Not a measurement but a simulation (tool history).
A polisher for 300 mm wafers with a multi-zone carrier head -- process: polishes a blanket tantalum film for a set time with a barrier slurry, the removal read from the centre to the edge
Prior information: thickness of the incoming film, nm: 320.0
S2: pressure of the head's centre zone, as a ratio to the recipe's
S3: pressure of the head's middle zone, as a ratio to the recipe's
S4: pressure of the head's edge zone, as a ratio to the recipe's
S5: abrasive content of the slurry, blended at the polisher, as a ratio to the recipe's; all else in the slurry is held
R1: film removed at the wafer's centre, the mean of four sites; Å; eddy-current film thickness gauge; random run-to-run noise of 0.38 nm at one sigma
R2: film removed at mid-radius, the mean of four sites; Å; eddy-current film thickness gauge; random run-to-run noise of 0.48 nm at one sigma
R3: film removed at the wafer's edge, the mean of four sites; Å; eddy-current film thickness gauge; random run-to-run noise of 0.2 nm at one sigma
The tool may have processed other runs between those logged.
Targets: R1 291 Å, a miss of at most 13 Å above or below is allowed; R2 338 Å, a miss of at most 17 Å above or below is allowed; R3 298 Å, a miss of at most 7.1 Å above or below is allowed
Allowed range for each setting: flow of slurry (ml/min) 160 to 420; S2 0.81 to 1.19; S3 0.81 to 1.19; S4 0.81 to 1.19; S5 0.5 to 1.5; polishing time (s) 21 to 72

{"run": 1, "hour": 0.0, "flow of slurry (ml/min)": 270, "S2": 1, "S3": 1, "S4": 1, "S5": 1, "polishing time (s)": 46, "R1": 564.04, "R2": 556.28, "R3": 554.56}
{"run": 2, "hour": 7.6, "flow of slurry (ml/min)": 205, "S2": 1, "S3": 1, "S4": 1, "S5": 1, "polishing time (s)": 46, "R1": 536.58, "R2": 554.98, "R3": 546.69}
{"run": 3, "hour": 11.2, "flow of slurry (ml/min)": 205, "S2": 1, "S3": 1, "S4": 0.97, "S5": 1, "polishing time (s)": 46, "R1": 522.34, "R2": 541.24, "R3": 532.83}
{"run": 4, "hour": 19.1, "flow of slurry (ml/min)": 160, "S2": 1, "S3": 1, "S4": 0.97, "S5": 1, "polishing time (s)": 46, "R1": 522.35, "R2": 528.51, "R3": 518.21}
{"run": 5, "hour": 27.3, "flow of slurry (ml/min)": 160, "S2": 1, "S3": 1, "S4": 0.93, "S5": 1, "polishing time (s)": 46, "R1": 507.28, "R2": 510.86, "R3": 505.56}
{"hour": 29.1, "done": "worn pad replaced by a new one"}
{"run": 6, "hour": 29.1, "flow of slurry (ml/min)": 160, "S2": 0.99, "S3": 1.03, "S4": 0.91, "S5": 0.9, "polishing time (s)": 43, "R1": 495.04, "R2": 517.45, "R3": 489.39}
{"run": 7, "hour": 31.2, "flow of slurry (ml/min)": 160, "S2": 0.97, "S3": 1.02, "S4": 0.89, "S5": 0.8, "polishing time (s)": 38, "R1": 415.74, "R2": 438.2, "R3": 407.15}
{"run": 8, "hour": 39.2, "flow of slurry (ml/min)": 170, "S2": 0.95, "S3": 1.02, "S4": 0.88, "S5": 0.75, "polishing time (s)": 36, "R1": 376.51, "R2": 417.3, "R3": 380.79}
{"run": 9, "hour": 47.6, "flow of slurry (ml/min)": 185, "S2": 0.94, "S3": 1.01, "S4": 0.87, "S5": 0.7, "polishing time (s)": 34, "R1": 352.9, "R2": 373.23, "R3": 345.21}
{"run": 10, "hour": 53.8, "flow of slurry (ml/min)": 185, "S2": 0.92, "S3": 1.01, "S4": 0.86, "S5": 0.65, "polishing time (s)": 34, "R1": 327.78, "R2": 359.7, "R3": 330.95}
{"run": 11, "hour": 57.9, "flow of slurry (ml/min)": 195, "S2": 0.9, "S3": 1.04, "S4": 0.81, "S5": 0.5, "polishing time (s)": 33, "R1": 259.35, "R2": 298.67, "R3": 262.95}
{"run": 12, "hour": 62.2, "flow of slurry (ml/min)": 195, "S2": 0.91, "S3": 1.05, "S4": 0.83, "S5": 0.5, "polishing time (s)": 33, "R1": 267.64, "R2": 306.93, "R3": 265.85}
{"run": 13, "hour": 71.0, "flow of slurry (ml/min)": 195, "S2": 0.91, "S3": 1.05, "S4": 0.85, "S5": 0.5, "polishing time (s)": 33, "R1": 267.46, "R2": 307.6, "R3": 268.42}
{"run": 14, "hour": 75.3, "flow of slurry (ml/min)": 195, "S2": 0.91, "S3": 1.05, "S4": 0.87, "S5": 0.5, "polishing time (s)": 33, "R1": 268.25, "R2": 304.17, "R3": 273.07}
{"run": 15, "hour": 79.6, "flow of slurry (ml/min)": 260, "S2": 0.94, "S3": 1.14, "S4": 0.96, "S5": 0.6, "polishing time (s)": 33, "R1": 325.62, "R2": 381.56, "R3": 337}
{"run": 16, "hour": 87.3, "flow of slurry (ml/min)": 260, "S2": 0.93, "S3": 1.12, "S4": 0.94, "S5": 0.6, "polishing time (s)": 33, "R1": 327.94, "R2": 372.9, "R3": 329.32}
{"run": 17, "hour": 92.3, "flow of slurry (ml/min)": 260, "S2": 0.91, "S3": 1.11, "S4": 0.92, "S5": 0.6, "polishing time (s)": 33, "R1": 314.41, "R2": 373.26, "R3": 324.51}
{"run": 18, "hour": 93.3, "flow of slurry (ml/min)": 255, "S2": 0.9, "S3": 1.09, "S4": 0.9, "S5": 0.6, "polishing time (s)": 33, "R1": 312.74, "R2": 374.65, "R3": 324.61}
{"run": 19, "hour": 101.6, "flow of slurry (ml/min)": 240, "S2": 0.9, "S3": 1.08, "S4": 0.89, "S5": 0.6, "polishing time (s)": 33, "R1": 306.6, "R2": 370.2, "R3": 317.98}
{"run": 20, "hour": 107.5, "flow of slurry (ml/min)": 230, "S2": 0.9, "S3": 1.07, "S4": 0.88, "S5": 0.6, "polishing time (s)": 33, "R1": 312.91, "R2": 363.85, "R3": 314.21}
{"run": 21, "hour": 114.4, "flow of slurry (ml/min)": 230, "S2": 0.9, "S3": 1.07, "S4": 0.88, "S5": 0.6, "polishing time (s)": 33, "R1": 317.32, "R2": 355.78, "R3": 314.81}
{"run": 22, "hour": 122.9, "flow of slurry (ml/min)": 215, "S2": 0.91, "S3": 1.07, "S4": 0.88, "S5": 0.6, "polishing time (s)": 33, "R1": 304.64, "R2": 358.34, "R3": 315.18}

Next run, 4 choices. One meets every target within its allowed miss, the rest don't. Which?
{"run": "A", "hour": 131.4, "flow of slurry (ml/min)": 295, "S2": 0.9, "S3": 1.11, "S4": 0.95, "S5": 0.65, "polishing time (s)": 28, "R1": "?", "R2": "?", "R3": "?"}
{"run": "B", "hour": 131.4, "flow of slurry (ml/min)": 200, "S2": 0.95, "S3": 1.16, "S4": 0.81, "S5": 0.75, "polishing time (s)": 30, "R1": "?", "R2": "?", "R3": "?"}
{"run": "C", "hour": 131.4, "flow of slurry (ml/min)": 200, "S2": 0.95, "S3": 1.09, "S4": 0.81, "S5": 0.95, "polishing time (s)": 27, "R1": "?", "R2": "?", "R3": "?"}
{"run": "D", "hour": 131.4, "flow of slurry (ml/min)": 295, "S2": 0.92, "S3": 0.94, "S4": 0.84, "S5": 0.75, "polishing time (s)": 29, "R1": "?", "R2": "?", "R3": "?"}

move=A R1=285.32 R2=339.05 R3=296.47
move=B R1=323.5 R2=386.28 R3=308.17
move=C R1=321.61 R2=365.44 R3=306.78
move=D R1=322.83 R2=332.07 R3=314.67
A: each result inside its tolerance
B: misses by more than the last run did
C: roughly where the last run was
D: roughly where the last run was
A is the move that brings every result within its allowed miss.
